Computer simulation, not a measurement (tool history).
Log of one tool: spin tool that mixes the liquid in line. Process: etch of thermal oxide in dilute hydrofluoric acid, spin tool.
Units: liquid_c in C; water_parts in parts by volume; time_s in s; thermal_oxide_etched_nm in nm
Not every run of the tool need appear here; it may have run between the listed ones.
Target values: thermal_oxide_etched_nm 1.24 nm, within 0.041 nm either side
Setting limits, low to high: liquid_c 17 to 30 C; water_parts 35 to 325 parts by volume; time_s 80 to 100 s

Run 1, hour 0: liquid_c 22 C, water_parts 180 parts by volume, time_s 100 s. Result: thermal_oxide_etched_nm 1.9699 nm.
Run 2, hour 4.7: liquid_c 23 C, water_parts 180 parts by volume, time_s 100 s. Result: thermal_oxide_etched_nm 2.1103 nm.
Run 3, hour 9.4: liquid_c 22 C, water_parts 185 parts by volume, time_s 100 s. Result: thermal_oxide_etched_nm 1.9477 nm.
Run 4, hour 17.6: liquid_c 21 C, water_parts 190 parts by volume, time_s 100 s. Result: thermal_oxide_etched_nm 1.8357 nm.
Run 5, hour 21: liquid_c 20.5 C, water_parts 195 parts by volume, time_s 100 s. Result: thermal_oxide_etched_nm 1.7006 nm.
Run 6, hour 26.6: liquid_c 20.5 C, water_parts 195 parts by volume, time_s 100 s. Result: thermal_oxide_etched_nm 1.6972 nm.
Run 7, hour 33.4: liquid_c 20 C, water_parts 200 parts by volume, time_s 100 s. Result: thermal_oxide_etched_nm 1.6289 nm.
Run 8, hour 37.3: liquid_c 19.5 C, water_parts 205 parts by volume, time_s 100 s. Result: thermal_oxide_etched_nm 1.5444 nm.
Run 9, hour 43.5: liquid_c 19.5 C, water_parts 205 parts by volume, time_s 100 s. Result: thermal_oxide_etched_nm 1.5685 nm.
Run 10, hour 48.1: liquid_c 19 C, water_parts 210 parts by volume, time_s 100 s. Result: thermal_oxide_etched_nm 1.5137 nm.
Run 11, hour 57.1: liquid_c 18.5 C, water_parts 215 parts by volume, time_s 100 s. Result: thermal_oxide_etched_nm 1.4194 nm.
Run 12, hour 58.7: liquid_c 17.5 C, water_parts 225 parts by volume, time_s 100 s. Result: thermal_oxide_etched_nm 1.306 nm.

Which one of the following 5 next-run settings gets every result inside its allowed miss? There is exactly one.
Run A, hour 60.3: liquid_c 17 C, water_parts 205 parts by volume, time_s 95 s. Result: thermal_oxide_etched_nm ?.
Run B, hour 60.3: liquid_c 18 C, water_parts 195 parts by volume, time_s 80 s. Result: thermal_oxide_etched_nm ?.
Run C, hour 60.3: liquid_c 18.5 C, water_parts 220 parts by volume, time_s 100 s. Result: thermal_oxide_etched_nm ?.
Run D, hour 60.3: liquid_c 20.5 C, water_parts 185 parts by volume, time_s 80 s. Result: thermal_oxide_etched_nm ?.
Run E, hour 60.3: liquid_c 17.5 C, water_parts 215 parts by volume, time_s 100 s. Result: thermal_oxide_etched_nm ?.

move  thermal_oxide_etched_nm
   A                   1.3486
   B                   1.2538
   C                   1.3839
   D                   1.4718
   E                   1.3681
A: further off than the last run
B: every result lands within tolerance
C: further off than the last run
D: further off than the last run
E: further off than the last run
B meets every target.

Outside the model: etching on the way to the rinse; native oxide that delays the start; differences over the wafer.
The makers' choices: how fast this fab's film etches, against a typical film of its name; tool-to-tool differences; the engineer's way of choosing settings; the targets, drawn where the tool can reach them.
